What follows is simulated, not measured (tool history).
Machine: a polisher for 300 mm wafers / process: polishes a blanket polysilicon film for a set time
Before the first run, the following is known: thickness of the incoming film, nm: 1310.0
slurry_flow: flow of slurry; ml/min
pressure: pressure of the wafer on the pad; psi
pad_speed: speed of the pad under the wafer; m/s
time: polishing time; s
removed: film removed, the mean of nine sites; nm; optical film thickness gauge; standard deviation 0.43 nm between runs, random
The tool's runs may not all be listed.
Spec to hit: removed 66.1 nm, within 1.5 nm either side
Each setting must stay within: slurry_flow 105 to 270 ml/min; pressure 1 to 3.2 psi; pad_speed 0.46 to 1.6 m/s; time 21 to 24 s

run	hour	slurry_flow	pressure	pad_speed	time	removed
1	0	175	2.1	1.02	24	138.72
2	3	165	1.7	0.96	24	108.72
3	7.5	195	1.7	0.96	24	111.48
4	11.1	180	1.5	0.9	24	92.263
5	15.1	180	1.5	0.7	24	77.202
6	22.8	170	1.4	0.7	24	71.13
7	25.4	155	1.4	0.7	24	70.263
8	30.5	145	1.4	0.7	24	69.934
9	36.7	130	1.3	0.7	24	63.888
10	37.7	135	1.3	0.7	24	64.065

Exercise: of the 5 proposed moves below, exactly one satisfies all targets within the stated allowed misses. Which move is it?
A	38.7	170	1.3	0.74	22	?
B	38.7	120	1.3	0.74	22	?
C	38.7	150	1.4	0.72	21	?
D	38.7	120	1.3	0.68	24	?
E	38.7	115	1.3	0.8	23	?

move	removed
A	63.561
B	60.465
C	62.774
D	62.074
E	66.486
A: moves away from the targets compared with the last run
B: moves away from the targets compared with the last run
C: moves away from the targets compared with the last run
D: moves away from the targets compared with the last run
E: every result within its allowed miss
The right move is E.

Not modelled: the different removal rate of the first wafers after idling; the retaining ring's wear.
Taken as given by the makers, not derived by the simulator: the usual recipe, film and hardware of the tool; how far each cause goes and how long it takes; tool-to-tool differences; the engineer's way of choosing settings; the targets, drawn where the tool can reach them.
